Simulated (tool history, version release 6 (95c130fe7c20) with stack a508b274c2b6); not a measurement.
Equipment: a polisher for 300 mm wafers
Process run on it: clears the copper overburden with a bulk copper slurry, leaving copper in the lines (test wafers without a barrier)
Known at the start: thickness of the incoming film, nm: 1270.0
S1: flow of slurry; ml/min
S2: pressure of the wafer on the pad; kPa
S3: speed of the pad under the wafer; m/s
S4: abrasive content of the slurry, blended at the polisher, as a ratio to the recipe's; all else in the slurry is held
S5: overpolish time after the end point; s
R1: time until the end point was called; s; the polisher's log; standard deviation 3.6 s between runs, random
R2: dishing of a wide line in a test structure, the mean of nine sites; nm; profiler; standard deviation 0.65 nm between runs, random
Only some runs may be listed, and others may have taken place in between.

run 1 day=0 | S1=245 S2=24.1 S3=0.88 S4=1 S5=10 | R1=146.57 R2=32.496
run 2 day=0.254 | S1=245 S2=22.8 S3=0.88 S4=1 S5=11 | R1=161.82 R2=33.841
run 3 day=0.492 | S1=245 S2=21.4 S3=0.88 S4=1 S5=11 | R1=164.09 R2=31.551
run 4 day=0.808 | S1=245 S2=20 S3=0.86 S4=1 S5=12 | R1=176.7 R2=32.487
run 5 day=0.912 | S1=245 S2=19.3 S3=0.86 S4=1 S5=12 | R1=180.16 R2=32.79
run 6 day=1.196 | S1=245 S2=19.3 S3=1 S4=1 S5=12 | R1=159.58 R2=33.033
run 7 day=1.5 | S1=245 S2=17.9 S3=0.98 S4=1 S5=12 | R1=170.45 R2=32.592
run 8 day=1.596 | S1=245 S2=16.5 S3=0.96 S4=1 S5=12 | R1=179.47 R2=33.189

What does the tool deliver on the next run?
run 9 day=1.788 | S1=245 S2=11 S3=0.88 S4=1 S5=11 | R1=? R2=?

R1: 246.26 s
R2: 27.681 nm

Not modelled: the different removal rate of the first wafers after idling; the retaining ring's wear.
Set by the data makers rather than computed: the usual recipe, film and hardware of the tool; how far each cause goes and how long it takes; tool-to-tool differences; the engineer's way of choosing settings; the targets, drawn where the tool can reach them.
